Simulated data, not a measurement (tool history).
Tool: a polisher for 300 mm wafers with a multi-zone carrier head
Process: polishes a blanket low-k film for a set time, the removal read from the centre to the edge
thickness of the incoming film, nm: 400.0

run,hour,flow of slurry (ml/min),pressure of the head's centre zone,pressure of the head's middle zone,pressure of the head's edge zone,abrasive content of the slurry,polishing time (s),film removed at the wafer's centre (Å),film removed at mid-radius (Å),film removed at the wafer's edge (Å)
1,0,315,1,1,1,1,46,219.9,229.04,223.94
2,5.8,315,1,1,1,0.9,46,215.15,217.9,217.44
3,13.1,250,1,1,1,0.9,46,207.31,210.33,213.07
4,15.2,250,1,1,1.06,0.9,46,203.28,209.96,224.47
5,16.2,250,1,1,1.06,0.9,36,163.33,167.22,171.96
6,21.6,255,1.02,1.03,1.07,1.1,40,203.25,201.82,203.76
7,28.7,265,1,1.06,1.08,1.2,43,220.18,230.19,231.72
8,35.2,275,1,1.09,1.09,1.3,45,240.03,256.62,254.37
9,43.9,280,1,1.11,1.1,1.35,46,245.85,273.52,264.34

The next listed run, before its measurement:
10,50.5,285,1.01,1.12,1.11,1.4,47,?,?,?

film removed at the wafer's centre (Å): 255.14
film removed at mid-radius (Å): 277.64
film removed at the wafer's edge (Å): 267.36

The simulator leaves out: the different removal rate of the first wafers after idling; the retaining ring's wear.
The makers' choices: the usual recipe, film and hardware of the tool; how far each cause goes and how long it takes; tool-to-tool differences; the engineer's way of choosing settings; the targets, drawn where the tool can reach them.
